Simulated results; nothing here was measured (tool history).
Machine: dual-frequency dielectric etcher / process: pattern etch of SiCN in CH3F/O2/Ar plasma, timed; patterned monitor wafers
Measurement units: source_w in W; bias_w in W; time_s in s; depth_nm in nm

run,hour,source_w,bias_w,time_s,depth_nm
1,0,310,59,32.5,10.815
2,0.8,310,66,32.5,11.338
3,6.5,310,59,32.5,10.798
4,12.6,320,59,32.5,10.894
5,20.1,330,59,32.5,10.996
6,25.6,330,59,29.5,9.9696
7,33.4,330,61,29.5,10.064
8,41.7,330,63,29.5,10.281
9,50.6,330,65,29.5,10.44
10,55.5,330,66,29.5,10.497
11,60.8,330,67,29.5,10.558

Run 12 comes next. What will it give?
12,67.7,330,68,29.5,?

Run 12 gave depth_nm 10.561 nm.

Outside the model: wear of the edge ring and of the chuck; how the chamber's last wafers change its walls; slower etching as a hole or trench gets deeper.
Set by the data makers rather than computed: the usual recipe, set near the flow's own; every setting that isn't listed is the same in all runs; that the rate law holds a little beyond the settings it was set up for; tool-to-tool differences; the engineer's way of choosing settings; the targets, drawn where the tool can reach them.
